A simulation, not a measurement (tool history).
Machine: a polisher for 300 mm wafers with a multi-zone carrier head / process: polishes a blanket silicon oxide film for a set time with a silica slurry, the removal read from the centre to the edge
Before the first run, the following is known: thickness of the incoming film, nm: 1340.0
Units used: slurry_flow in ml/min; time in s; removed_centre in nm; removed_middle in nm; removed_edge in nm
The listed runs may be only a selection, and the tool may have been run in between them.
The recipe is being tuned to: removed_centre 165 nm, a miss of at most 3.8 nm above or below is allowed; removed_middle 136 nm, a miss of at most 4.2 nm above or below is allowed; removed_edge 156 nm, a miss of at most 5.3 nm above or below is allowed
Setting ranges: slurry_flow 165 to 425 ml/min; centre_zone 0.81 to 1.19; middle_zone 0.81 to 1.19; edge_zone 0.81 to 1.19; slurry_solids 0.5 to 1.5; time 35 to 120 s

{"run": 1, "day": 0.0, "slurry_flow": 275, "centre_zone": 1, "middle_zone": 1, "edge_zone": 1, "slurry_solids": 1, "time": 77, "removed_centre": 171.34, "removed_middle": 167.83, "removed_edge": 171.24}
{"run": 2, "day": 0.146, "slurry_flow": 275, "centre_zone": 1, "middle_zone": 1.05, "edge_zone": 1, "slurry_solids": 1, "time": 77, "removed_centre": 172.92, "removed_middle": 174.83, "removed_edge": 167.87}
{"run": 3, "day": 0.404, "slurry_flow": 270, "centre_zone": 1.01, "middle_zone": 1.01, "edge_zone": 0.97, "slurry_solids": 0.95, "time": 77, "removed_centre": 168.86, "removed_middle": 163.88, "removed_edge": 167.37}
{"run": 4, "day": 0.629, "slurry_flow": 270, "centre_zone": 1.03, "middle_zone": 1, "edge_zone": 0.96, "slurry_solids": 0.9, "time": 77, "removed_centre": 166.62, "removed_middle": 158.19, "removed_edge": 157.33}
{"run": 5, "day": 0.654, "slurry_flow": 260, "centre_zone": 1.04, "middle_zone": 0.97, "edge_zone": 0.96, "slurry_solids": 0.9, "time": 77, "removed_centre": 165.7, "removed_middle": 151.95, "removed_edge": 158.04}
{"run": 6, "day": 0.867, "slurry_flow": 250, "centre_zone": 1.05, "middle_zone": 0.95, "edge_zone": 0.96, "slurry_solids": 0.9, "time": 77, "removed_centre": 168.12, "removed_middle": 149.1, "removed_edge": 159.58}
{"run": 7, "day": 1.229, "slurry_flow": 245, "centre_zone": 1.05, "middle_zone": 0.94, "edge_zone": 0.95, "slurry_solids": 0.9, "time": 77, "removed_centre": 171.59, "removed_middle": 149.27, "removed_edge": 153.64}
{"run": 8, "day": 1.396, "slurry_flow": 245, "centre_zone": 1.04, "middle_zone": 0.92, "edge_zone": 0.96, "slurry_solids": 0.9, "time": 77, "removed_centre": 166.53, "removed_middle": 144.75, "removed_edge": 157.56}

Next run, 5 choices. One meets every target within its allowed miss, the rest don't. Which?
{"run": "A", "day": 1.562, "slurry_flow": 250, "centre_zone": 1.07, "middle_zone": 0.86, "edge_zone": 1.09, "slurry_solids": 0.95, "time": 74, "removed_centre": "?", "removed_middle": "?", "removed_edge": "?"}
{"run": "B", "day": 1.562, "slurry_flow": 265, "centre_zone": 1, "middle_zone": 0.82, "edge_zone": 1.09, "slurry_solids": 1.05, "time": 72, "removed_centre": "?", "removed_middle": "?", "removed_edge": "?"}
{"run": "C", "day": 1.562, "slurry_flow": 240, "centre_zone": 0.99, "middle_zone": 0.85, "edge_zone": 0.95, "slurry_solids": 1, "time": 72, "removed_centre": "?", "removed_middle": "?", "removed_edge": "?"}
{"run": "D", "day": 1.562, "slurry_flow": 230, "centre_zone": 1.07, "middle_zone": 0.95, "edge_zone": 0.95, "slurry_solids": 0.95, "time": 75, "removed_centre": "?", "removed_middle": "?", "removed_edge": "?"}
{"run": "E", "day": 1.562, "slurry_flow": 250, "centre_zone": 1.05, "middle_zone": 0.87, "edge_zone": 0.98, "slurry_solids": 0.85, "time": 78, "removed_centre": "?", "removed_middle": "?", "removed_edge": "?"}

move=A removed_centre=171.37 removed_middle=135.68 removed_edge=165.91
move=B removed_centre=165.37 removed_middle=134.82 removed_edge=171.29
move=C removed_centre=158.22 removed_middle=134.31 removed_edge=155.11
move=D removed_centre=172.65 removed_middle=148.5 removed_edge=156.36
move=E removed_centre=165.61 removed_middle=134.94 removed_edge=155.06
A: brings the result that was furthest off to its target, and leaves another outside
B: brings the result that was furthest off to its target, and leaves another outside
C: brings the result that was furthest off to its target, and leaves another outside
D: misses by more than the last run did
E: hits every target within its allowed miss
The move that meets every target is E.
